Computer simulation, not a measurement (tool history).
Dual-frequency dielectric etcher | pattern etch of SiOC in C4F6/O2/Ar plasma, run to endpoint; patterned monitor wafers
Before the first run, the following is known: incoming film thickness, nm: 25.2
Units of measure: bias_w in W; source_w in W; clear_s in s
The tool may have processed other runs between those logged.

| run | hour | bias_w | source_w | clear_s |
|---|---|---|---|---|
| 1 | 0 | 583 | 310 | 9.2749 |
| 2 | 1.7 | 558 | 310 | 9.4684 |
| 3 | 9.2 | 558 | 360 | 9.007 |
| 4 | 10.3 | 633 | 360 | 8.4299 |
| 5 | 10.9 | 590 | 360 | 8.8503 |
| 6 | 19.5 | 558 | 360 | 8.9652 |
| 7 | 27.8 | 441 | 320 | 10.655 |
| 8 | 34.1 | 449 | 320 | 10.669 |
| 9 | 42.3 | 457 | 320 | 10.571 |

Run 10, settings as shown, results not yet in. Your forecast:
| 10 | 45.8 | 508 | 330 | ? |

clear_s: 9.7841 s
